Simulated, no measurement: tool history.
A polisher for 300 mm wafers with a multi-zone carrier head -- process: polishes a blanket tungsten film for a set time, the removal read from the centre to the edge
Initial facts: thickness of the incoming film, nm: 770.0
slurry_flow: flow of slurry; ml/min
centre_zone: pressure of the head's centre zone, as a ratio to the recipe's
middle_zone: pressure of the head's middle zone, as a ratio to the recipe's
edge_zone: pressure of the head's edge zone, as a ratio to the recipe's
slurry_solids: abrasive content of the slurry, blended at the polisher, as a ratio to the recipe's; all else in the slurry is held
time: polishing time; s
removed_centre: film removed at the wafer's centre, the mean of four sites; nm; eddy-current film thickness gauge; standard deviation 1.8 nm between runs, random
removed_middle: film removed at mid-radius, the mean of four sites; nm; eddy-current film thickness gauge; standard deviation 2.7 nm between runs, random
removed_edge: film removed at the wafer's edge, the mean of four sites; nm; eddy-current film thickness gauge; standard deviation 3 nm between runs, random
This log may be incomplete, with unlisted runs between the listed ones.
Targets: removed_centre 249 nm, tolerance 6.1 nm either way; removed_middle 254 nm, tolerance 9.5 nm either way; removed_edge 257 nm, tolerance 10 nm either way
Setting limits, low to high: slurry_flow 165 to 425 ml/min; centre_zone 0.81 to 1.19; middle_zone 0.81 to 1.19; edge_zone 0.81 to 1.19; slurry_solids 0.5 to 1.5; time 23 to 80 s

| run | hour | slurry_flow | centre_zone | middle_zone | edge_zone | slurry_solids | time | removed_centre | removed_middle | removed_edge |
|---|---|---|---|---|---|---|---|---|---|---|
| 1 | 0 | 275 | 1 | 1 | 1 | 1 | 51 | 177.55 | 174.31 | 176.96 |
| 2 | 3.5 | 275 | 1 | 1.04 | 1 | 1 | 51 | 176.58 | 181.89 | 180.22 |
| 3 | 7.5 | 275 | 1 | 1.04 | 1.04 | 1 | 51 | 175.63 | 179.16 | 181.81 |
| 4 | 11.2 | 235 | 1 | 1.04 | 1.04 | 1 | 51 | 174.72 | 176.84 | 180.78 |
| 5 | 15.2 | 235 | 1 | 1.04 | 1.04 | 1 | 41 | 139.98 | 144.27 | 145.15 |
| 6 | 23.6 | 245 | 1.02 | 1.06 | 1.07 | 1.1 | 44 | 158 | 160.8 | 161.32 |
| 7 | 28.4 | 245 | 1.02 | 1.07 | 1.09 | 1.2 | 47 | 170.62 | 178.4 | 178.86 |
| 8 | 30.8 | 245 | 1.02 | 1.07 | 1.09 | 1.2 | 47 | 172.29 | 175.96 | 177.93 |
| 9 | 34.6 | 250 | 1.03 | 1.08 | 1.11 | 1.25 | 49 | 183.7 | 189.27 | 188.67 |
| 10 | 39.6 | 250 | 1.03 | 1.08 | 1.12 | 1.3 | 51 | 193.55 | 199.2 | 197.34 |
| 11 | 40.7 | 250 | 1.03 | 1.08 | 1.13 | 1.35 | 53 | 202.99 | 205.68 | 210.35 |
| 12 | 48.7 | 255 | 1.03 | 1.09 | 1.14 | 1.4 | 54 | 208.74 | 222.26 | 221.42 |

Which of these 4 next moves meets every target?
| A | 56.7 | 265 | 1.13 | 1.19 | 1.11 | 1.45 | 58 | ? | ? | ? |
| B | 56.7 | 295 | 1.04 | 1.18 | 1.15 | 1.45 | 62 | ? | ? | ? |
| C | 56.7 | 250 | 1.05 | 1.08 | 1.13 | 1.35 | 64 | ? | ? | ? |
| D | 56.7 | 265 | 1.07 | 1.11 | 1.15 | 1.4 | 57 | ? | ? | ? |

| move | removed_centre | removed_middle | removed_edge |
|---|---|---|---|
| A | 247.3 | 254.28 | 232.72 |
| B | 246.24 | 273.23 | 255.56 |
| C | 246.57 | 253.5 | 253.25 |
| D | 227.76 | 234.45 | 230.93 |
A: brings the result that was furthest off to its target, and leaves another outside
B: brings the result that was furthest off to its target, and leaves another outside
C: every result lands within tolerance
D: closes in on the targets versus the last run, not all within tolerance yet
The right move is C.
